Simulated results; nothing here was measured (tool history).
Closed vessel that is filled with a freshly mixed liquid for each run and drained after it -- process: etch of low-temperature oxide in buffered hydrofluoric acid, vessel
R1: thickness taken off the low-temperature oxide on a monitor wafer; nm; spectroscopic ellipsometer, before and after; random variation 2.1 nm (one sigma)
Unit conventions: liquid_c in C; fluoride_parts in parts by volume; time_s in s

Run 1, hour 0: liquid_c 21 C, fluoride_parts 24 parts by volume, time_s 95 s. Result: R1 176.85 nm.
Run 2, hour 4.2: liquid_c 23.5 C, fluoride_parts 21.5 parts by volume, time_s 95 s. Result: R1 218.88 nm.
Run 3, hour 9.6: liquid_c 20.5 C, fluoride_parts 21.5 parts by volume, time_s 95 s. Result: R1 185.17 nm.
Run 4, hour 10.6: liquid_c 23.5 C, fluoride_parts 19.5 parts by volume, time_s 95 s. Result: R1 234.68 nm.
Run 5, hour 16.5: liquid_c 27 C, fluoride_parts 19.5 parts by volume, time_s 95 s. Result: R1 283.17 nm.
Run 6, hour 21.7: liquid_c 23.5 C, fluoride_parts 19.5 parts by volume, time_s 95 s. Result: R1 235.78 nm.
Run 7, hour 24.4: liquid_c 27.5 C, fluoride_parts 15.5 parts by volume, time_s 95 s. Result: R1 362.87 nm.

Run 8, settings as shown, results not yet in. Your forecast:
Run 8, hour 32.4: liquid_c 27 C, fluoride_parts 15.5 parts by volume, time_s 95 s. Result: R1 ?.

Run 8 came out at R1 349.49 nm.
